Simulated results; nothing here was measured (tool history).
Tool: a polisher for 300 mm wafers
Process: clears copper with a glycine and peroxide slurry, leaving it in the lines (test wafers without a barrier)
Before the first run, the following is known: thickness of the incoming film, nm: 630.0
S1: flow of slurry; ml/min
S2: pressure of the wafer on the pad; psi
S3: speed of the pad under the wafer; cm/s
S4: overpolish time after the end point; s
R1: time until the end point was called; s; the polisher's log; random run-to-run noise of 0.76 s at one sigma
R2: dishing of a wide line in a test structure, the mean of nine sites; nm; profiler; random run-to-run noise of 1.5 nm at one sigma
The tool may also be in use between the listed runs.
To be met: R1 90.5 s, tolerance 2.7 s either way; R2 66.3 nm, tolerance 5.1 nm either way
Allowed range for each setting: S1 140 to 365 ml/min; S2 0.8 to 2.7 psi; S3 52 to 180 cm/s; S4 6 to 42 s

run,hour,S1,S2,S3,S4,R1,R2
1,0,235,1.7,116,21,130.04,53.075
2,4,240,1.9,116,21,118.47,53.565
3,8.5,240,2,116,22,114.57,58.611
4,12.7,240,2,116,16,115.3,48.456
5,21.6,240,2.1,116,17,111.56,51.411
6,29.5,240,2.1,116,10,110.26,36.324
7,36,240,2.2,116,12,106.59,41.016
8,42.6,240,2.3,116,14,101.59,48.695
9,46.4,240,2.4,116,15,99.021,53.243
10,48.8,240,2.5,116,16,96.18,54.566
11,53.5,245,2.5,116,17,95.462,57.895

Which of these 5 next moves meets every target?
A,58.2,225,2.3,122,18,?,?
B,58.2,240,2.7,112,11,?,?
C,58.2,255,2.6,114,30,?,?
D,58.2,205,2.7,124,29,?,?
E,58.2,290,2.7,112,21,?,?

move,R1,R2
A,98.139,56.651
B,91.821,44.187
C,92.992,73.898
D,85.183,75.066
E,90.68,65.03
A: moves away from the targets compared with the last run
B: puts the biggest miss on target and leaves a different result outside tolerance
C: puts the biggest miss on target and leaves a different result outside tolerance
D: the result that was furthest off in the last run now lies on the other side of its target
E: hits every target within its allowed miss
Answer: E
